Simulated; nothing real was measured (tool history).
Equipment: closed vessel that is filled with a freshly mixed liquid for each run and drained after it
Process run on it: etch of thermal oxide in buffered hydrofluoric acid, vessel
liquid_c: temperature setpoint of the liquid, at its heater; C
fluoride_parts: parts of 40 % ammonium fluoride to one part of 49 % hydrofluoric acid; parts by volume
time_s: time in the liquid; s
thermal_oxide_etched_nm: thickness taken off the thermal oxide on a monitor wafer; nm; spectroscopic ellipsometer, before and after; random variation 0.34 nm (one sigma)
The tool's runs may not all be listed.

| run | day | liquid_c | fluoride_parts | time_s | thermal_oxide_etched_nm |
|---|---|---|---|---|---|
| 1 | 0 | 21 | 22 | 110 | 58.039 |
| 2 | 0.338 | 19.5 | 24 | 110 | 50.372 |
| 3 | 0.579 | 19.5 | 27.5 | 110 | 45.084 |
| 4 | 0.675 | 18.5 | 28 | 110 | 42.386 |
| 5 | 1.038 | 18.5 | 28 | 110 | 41.803 |
| 6 | 1.067 | 18.5 | 22.5 | 110 | 49.961 |
| 7 | 1.225 | 18 | 24.5 | 110 | 45.676 |

Predict the results of run 8:
|  | 1.496 | thermometer replaced |
| 8 | 1.496 | 17.5 | 26 | 110 | ? |

Run 8 gave thermal_oxide_etched_nm 39.901 nm.
